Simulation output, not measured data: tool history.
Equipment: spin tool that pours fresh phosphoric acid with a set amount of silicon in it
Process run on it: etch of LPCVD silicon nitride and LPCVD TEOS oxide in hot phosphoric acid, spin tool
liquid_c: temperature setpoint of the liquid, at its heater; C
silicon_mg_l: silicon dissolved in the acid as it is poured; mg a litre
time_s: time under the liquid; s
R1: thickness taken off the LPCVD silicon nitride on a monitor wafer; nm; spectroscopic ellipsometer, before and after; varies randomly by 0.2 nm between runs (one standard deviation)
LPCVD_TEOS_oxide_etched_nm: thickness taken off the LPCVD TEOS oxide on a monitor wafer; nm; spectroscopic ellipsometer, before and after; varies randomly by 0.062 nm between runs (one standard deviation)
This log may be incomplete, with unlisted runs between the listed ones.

Run 1, hour 0.0: liquid_c 161.0 C, silicon_mg_l 18.5 mg a litre, time_s 180 s. Result: R1 16.045 nm, LPCVD_TEOS_oxide_etched_nm 0.78696 nm.
Run 2, hour 6.9: liquid_c 161.0 C, silicon_mg_l 24.0 mg a litre, time_s 180 s. Result: R1 15.785 nm, LPCVD_TEOS_oxide_etched_nm 0.64310 nm.
Run 3, hour 11.3: liquid_c 161.5 C, silicon_mg_l 22.5 mg a litre, time_s 185 s. Result: R1 16.520 nm, LPCVD_TEOS_oxide_etched_nm 0.72424 nm.
Run 4, hour 15.0: liquid_c 161.5 C, silicon_mg_l 22.5 mg a litre, time_s 150 s. Result: R1 13.583 nm, LPCVD_TEOS_oxide_etched_nm 0.60928 nm.
Run 5, hour 17.0: liquid_c 161.5 C, silicon_mg_l 17.0 mg a litre, time_s 150 s. Result: R1 13.438 nm, LPCVD_TEOS_oxide_etched_nm 0.69138 nm.
Run 6, hour 17.5: liquid_c 163.0 C, silicon_mg_l 17.0 mg a litre, time_s 150 s. Result: R1 13.877 nm, LPCVD_TEOS_oxide_etched_nm 0.76922 nm.
Run 7, hour 18.6: liquid_c 163.0 C, silicon_mg_l 16.5 mg a litre, time_s 160 s. Result: R1 14.969 nm, LPCVD_TEOS_oxide_etched_nm 0.85177 nm.
Run 8, hour 20.3: liquid_c 163.0 C, silicon_mg_l 16.0 mg a litre, time_s 165 s. Result: R1 15.629 nm, LPCVD_TEOS_oxide_etched_nm 0.82822 nm.
Run 9, hour 28.2: liquid_c 163.5 C, silicon_mg_l 15.0 mg a litre, time_s 170 s. Result: R1 16.459 nm, LPCVD_TEOS_oxide_etched_nm 0.94465 nm.
Run 10, hour 31.2: liquid_c 163.5 C, silicon_mg_l 14.5 mg a litre, time_s 175 s. Result: R1 16.925 nm, LPCVD_TEOS_oxide_etched_nm 1.02570 nm.
Run 11, hour 35.2: liquid_c 163.5 C, silicon_mg_l 14.5 mg a litre, time_s 180 s. Result: R1 17.207 nm, LPCVD_TEOS_oxide_etched_nm 0.99139 nm.
Run 12, hour 40.8: liquid_c 163.5 C, silicon_mg_l 14.5 mg a litre, time_s 180 s. Result: R1 17.142 nm, LPCVD_TEOS_oxide_etched_nm 1.13720 nm.
Run 13, hour 44.0: liquid_c 163.5 C, silicon_mg_l 15.0 mg a litre, time_s 185 s. Result: R1 17.723 nm, LPCVD_TEOS_oxide_etched_nm 1.08900 nm.
Run 14, hour 49.5: liquid_c 163.5 C, silicon_mg_l 15.0 mg a litre, time_s 190 s. Result: R1 18.083 nm, LPCVD_TEOS_oxide_etched_nm 1.02200 nm.
Run 15, hour 52.6: liquid_c 163.5 C, silicon_mg_l 14.5 mg a litre, time_s 195 s. Result: R1 18.672 nm, LPCVD_TEOS_oxide_etched_nm 1.11820 nm.
Run 16, hour 58.2: liquid_c 163.5 C, silicon_mg_l 14.5 mg a litre, time_s 200 s. Result: R1 19.269 nm, LPCVD_TEOS_oxide_etched_nm 1.15380 nm.
Run 17, hour 66.4: liquid_c 163.5 C, silicon_mg_l 14.5 mg a litre, time_s 200 s. Result: R1 19.165 nm, LPCVD_TEOS_oxide_etched_nm 1.10140 nm.

Run 18 comes next. What will it give?
Run 18, hour 75.1: liquid_c 163.5 C, silicon_mg_l 14.0 mg a litre, time_s 200 s. Result: R1 ?, LPCVD_TEOS_oxide_etched_nm ?.

Run 18 produced R1 19.116 nm, LPCVD_TEOS_oxide_etched_nm 1.19870 nm.
